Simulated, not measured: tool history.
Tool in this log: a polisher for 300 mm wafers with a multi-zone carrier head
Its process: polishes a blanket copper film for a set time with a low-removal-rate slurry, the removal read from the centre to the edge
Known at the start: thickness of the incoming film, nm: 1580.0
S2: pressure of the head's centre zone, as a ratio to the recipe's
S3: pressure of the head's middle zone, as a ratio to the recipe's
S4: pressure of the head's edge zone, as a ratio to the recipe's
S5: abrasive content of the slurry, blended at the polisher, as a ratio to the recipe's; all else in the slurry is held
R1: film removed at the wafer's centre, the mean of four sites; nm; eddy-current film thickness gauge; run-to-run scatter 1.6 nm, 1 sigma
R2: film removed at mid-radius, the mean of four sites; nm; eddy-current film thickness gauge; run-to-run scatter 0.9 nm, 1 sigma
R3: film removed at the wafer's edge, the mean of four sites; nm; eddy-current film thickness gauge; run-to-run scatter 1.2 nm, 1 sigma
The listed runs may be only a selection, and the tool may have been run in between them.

Run 1, hour 0: flow of slurry (ml/min) 245, S2 1, S3 1, S4 1, S5 1, polishing time (s) 38. Result: R1 167.57 nm, R2 164.5 nm, R3 165.49 nm.
Run 2, hour 1.2: flow of slurry (ml/min) 240, S2 1, S3 0.99, S4 1, S5 1, polishing time (s) 38. Result: R1 167.57 nm, R2 162.03 nm, R3 159.83 nm.
Run 3, hour 2.3: flow of slurry (ml/min) 235, S2 1, S3 0.98, S4 1.01, S5 1, polishing time (s) 38. Result: R1 163.5 nm, R2 159.53 nm, R3 163.92 nm.
Run 4, hour 4.5: flow of slurry (ml/min) 235, S2 1, S3 0.98, S4 1.01, S5 1, polishing time (s) 31. Result: R1 136.83 nm, R2 131.55 nm, R3 134 nm.
Run 5, hour 13.1: flow of slurry (ml/min) 235, S2 1, S3 0.98, S4 1.06, S5 1, polishing time (s) 31. Result: R1 133.55 nm, R2 130.11 nm, R3 136.82 nm.
Run 6, hour 14.2: flow of slurry (ml/min) 245, S2 1.01, S3 0.98, S4 1.07, S5 1.05, polishing time (s) 31. Result: R1 140.27 nm, R2 133.64 nm, R3 138.29 nm.
Run 7, hour 20.8: flow of slurry (ml/min) 250, S2 1.01, S3 0.98, S4 1.08, S5 1.05, polishing time (s) 31. Result: R1 142.09 nm, R2 132.73 nm, R3 138.97 nm.
Run 8, hour 21.4: flow of slurry (ml/min) 255, S2 1.01, S3 0.98, S4 1.09, S5 1.05, polishing time (s) 31. Result: R1 143.15 nm, R2 134.58 nm, R3 140.73 nm.
Run 9, hour 29.6: flow of slurry (ml/min) 265, S2 1.01, S3 0.98, S4 1.1, S5 1.05, polishing time (s) 31. Result: R1 141.2 nm, R2 134.3 nm, R3 142.07 nm.
Run 10, hour 33.7: flow of slurry (ml/min) 265, S2 1.01, S3 0.98, S4 1.1, S5 1.05, polishing time (s) 31. Result: R1 140.75 nm, R2 134.45 nm, R3 143.6 nm.
Run 11, hour 39.3: flow of slurry (ml/min) 275, S2 1.02, S3 0.98, S4 1.1, S5 1.05, polishing time (s) 31. Result: R1 142.92 nm, R2 136.02 nm, R3 142.08 nm.

Estimate the outcome of run 12 from the log above:
Run 12, hour 40.2: flow of slurry (ml/min) 275, S2 1.02, S3 0.98, S4 1.1, S5 1.05, polishing time (s) 31. Result: R1 ?, R2 ?, R3 ?.

{"run 12": {"R1": 143.79, "R2": 136.11, "R3": 143.17}}

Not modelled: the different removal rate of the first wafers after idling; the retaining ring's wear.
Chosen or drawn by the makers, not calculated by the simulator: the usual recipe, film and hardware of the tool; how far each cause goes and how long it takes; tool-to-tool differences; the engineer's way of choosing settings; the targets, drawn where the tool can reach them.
